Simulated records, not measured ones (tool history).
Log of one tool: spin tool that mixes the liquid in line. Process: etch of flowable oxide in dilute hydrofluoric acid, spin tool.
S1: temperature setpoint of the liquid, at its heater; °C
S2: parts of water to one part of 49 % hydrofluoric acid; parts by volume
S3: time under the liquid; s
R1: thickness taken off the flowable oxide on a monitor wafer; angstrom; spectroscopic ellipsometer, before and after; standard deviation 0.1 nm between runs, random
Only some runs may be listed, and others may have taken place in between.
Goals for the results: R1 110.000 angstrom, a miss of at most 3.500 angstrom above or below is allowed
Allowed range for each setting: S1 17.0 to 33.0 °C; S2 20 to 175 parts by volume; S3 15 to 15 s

run 1 hour=0.0 | S1=25.0 S2=95 S3=15 | R1=60.583
run 2 hour=8.9 | S1=26.0 S2=90 S3=15 | R1=66.219
run 3 hour=11.0 | S1=26.0 S2=90 S3=15 | R1=65.590
run 4 hour=11.6 | S1=27.0 S2=85 S3=15 | R1=73.317
run 5 hour=15.9 | S1=28.0 S2=80 S3=15 | R1=81.539
run 6 hour=23.0 | S1=28.5 S2=80 S3=15 | R1=83.621
run 7 hour=28.9 | S1=29.0 S2=80 S3=15 | R1=83.882
run 8 hour=34.1 | S1=29.0 S2=80 S3=15 | R1=84.919
run 9 hour=35.6 | S1=29.0 S2=80 S3=15 | R1=85.156
run 10 hour=43.0 | S1=29.5 S2=80 S3=15 | R1=84.455
run 11 hour=44.4 | S1=30.0 S2=80 S3=15 | R1=87.105
run 12 hour=45.6 | S1=30.5 S2=80 S3=15 | R1=90.270

Exercise: of the 4 proposed moves below, exactly one satisfies all targets within the stated allowed misses. Which move is it?
run A hour=46.8 | S1=27.5 S2=60 S3=15 | R1=?
run B hour=46.8 | S1=27.5 S2=65 S3=15 | R1=?
run C hour=46.8 | S1=30.5 S2=70 S3=15 | R1=?
run D hour=46.8 | S1=32.5 S2=75 S3=15 | R1=?

move=A R1=108.330
move=B R1=99.290
move=C R1=102.870
move=D R1=102.780
A: all results land within tolerance of their targets
B: closes in on the targets versus the last run, not all within tolerance yet
C: closes in on the targets versus the last run, not all within tolerance yet
D: closes in on the targets versus the last run, not all within tolerance yet
A meets every target.
